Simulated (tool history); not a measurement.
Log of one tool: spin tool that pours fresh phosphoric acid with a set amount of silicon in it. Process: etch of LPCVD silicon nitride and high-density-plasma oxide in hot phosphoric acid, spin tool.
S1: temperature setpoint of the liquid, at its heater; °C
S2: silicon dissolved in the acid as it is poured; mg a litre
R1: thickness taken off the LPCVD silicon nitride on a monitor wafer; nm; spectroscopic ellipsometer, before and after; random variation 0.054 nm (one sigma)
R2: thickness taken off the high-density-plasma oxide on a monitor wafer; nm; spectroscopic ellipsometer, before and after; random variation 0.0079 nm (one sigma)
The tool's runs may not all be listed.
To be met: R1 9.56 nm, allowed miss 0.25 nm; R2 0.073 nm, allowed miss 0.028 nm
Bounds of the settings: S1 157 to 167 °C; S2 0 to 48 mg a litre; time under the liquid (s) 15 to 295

Run 1, hour 0: S1 162 °C, S2 21 mg a litre, time under the liquid (s) 150. Result: R1 12.955 nm, R2 0.17839 nm.
Run 2, hour 4.9: S1 163.5 °C, S2 21 mg a litre, time under the liquid (s) 150. Result: R1 13.732 nm, R2 0.19388 nm.
Run 3, hour 12.4: S1 163.5 °C, S2 21 mg a litre, time under the liquid (s) 115. Result: R1 10.383 nm, R2 0.12683 nm.
Run 4, hour 15.7: S1 163.5 °C, S2 21 mg a litre, time under the liquid (s) 155. Result: R1 14.28 nm, R2 0.22678 nm.
Run 5, hour 23.6: S1 163.5 °C, S2 21 mg a litre, time under the liquid (s) 90. Result: R1 8.2418 nm, R2 0.12859 nm.
Run 6, hour 31.1: S1 164 °C, S2 27 mg a litre, time under the liquid (s) 90. Result: R1 8.3928 nm, R2 0.08761 nm.
At hour 35.7: heated supply line repaired.
Run 7, hour 35.7: S1 166.5 °C, S2 32.5 mg a litre, time under the liquid (s) 100. Result: R1 11.248 nm, R2 0.14466 nm.
Run 8, hour 43.9: S1 166 °C, S2 34.5 mg a litre, time under the liquid (s) 100. Result: R1 10.997 nm, R2 0.14284 nm.
Run 9, hour 51.7: S1 165.5 °C, S2 37.5 mg a litre, time under the liquid (s) 100. Result: R1 10.905 nm, R2 0.094579 nm.

Which of these 4 next moves meets every target?
Run A, hour 59.5: S1 163.5 °C, S2 41.5 mg a litre, time under the liquid (s) 85. Result: R1 ?, R2 ?.
Run B, hour 59.5: S1 166.5 °C, S2 40 mg a litre, time under the liquid (s) 115. Result: R1 ?, R2 ?.
Run C, hour 59.5: S1 166.5 °C, S2 43.5 mg a litre, time under the liquid (s) 85. Result: R1 ?, R2 ?.
Run D, hour 59.5: S1 164.5 °C, S2 45.5 mg a litre, time under the liquid (s) 125. Result: R1 ?, R2 ?.

move      R1        R2
   A  8.7492  0.067586
   B  13.062   0.12625
   C  9.6546  0.071544
   D  13.298  0.082742
A: takes the result that was furthest off past its target
B: further off than the last run
C: meets every target
D: further off than the last run
Answer: C

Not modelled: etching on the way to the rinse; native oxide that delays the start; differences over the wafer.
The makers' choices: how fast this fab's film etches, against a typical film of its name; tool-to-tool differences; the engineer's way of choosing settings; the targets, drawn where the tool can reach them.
